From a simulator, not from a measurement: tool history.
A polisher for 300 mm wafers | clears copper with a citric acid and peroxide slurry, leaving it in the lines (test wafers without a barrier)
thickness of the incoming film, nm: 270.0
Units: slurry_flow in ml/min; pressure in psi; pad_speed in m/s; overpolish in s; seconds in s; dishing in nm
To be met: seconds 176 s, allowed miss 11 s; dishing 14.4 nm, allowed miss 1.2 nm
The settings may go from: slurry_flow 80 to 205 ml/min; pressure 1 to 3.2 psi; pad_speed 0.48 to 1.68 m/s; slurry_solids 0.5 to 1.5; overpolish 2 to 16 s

run	day	slurry_flow	pressure	pad_speed	slurry_solids	overpolish	seconds	dishing
1	0	135	2.1	1.08	1	8	133.15	12.044
2	0.071	135	2.1	1.08	1	12	131.73	15.827
3	0.371	135	2.1	1.08	1	15	129.99	18.28
4	0.492	135	2.1	1.08	1	13	130.74	17.093
5	0.717	135	2.1	1.3	1	13	111.14	19.364
6	0.871	135	1.9	1.28	1	13	124.87	17.938
7	1.008	135	1.8	1.28	1	13	131.13	17.172
8	1.321	135	1.7	1.28	1	13	143.94	15.824
# day 1.675: slurry nozzle cleaned
9	1.675	135	1.6	1.28	1	13	141.17	16.382
10	1.704	135	1.5	1.28	1	13	149.66	15.339
11	1.854	135	1.4	1.28	1	13	159.27	13.866

Which of these 4 next moves meets every target?
A	2.004	120	1.1	1.32	0.9	12	?	?
B	2.004	80	1.4	1.06	1.1	13	?	?
C	2.004	115	1.5	1.14	0.8	14	?	?
D	2.004	80	1.7	1.3	0.85	13	?	?

move	seconds	dishing
A	200.36	11.198
B	204.54	11.837
C	175.44	14.233
D	144.94	15.611
A: takes the result that was furthest off past its target
B: takes the result that was furthest off past its target
C: meets every target
D: further off than the last run
The right move is C.
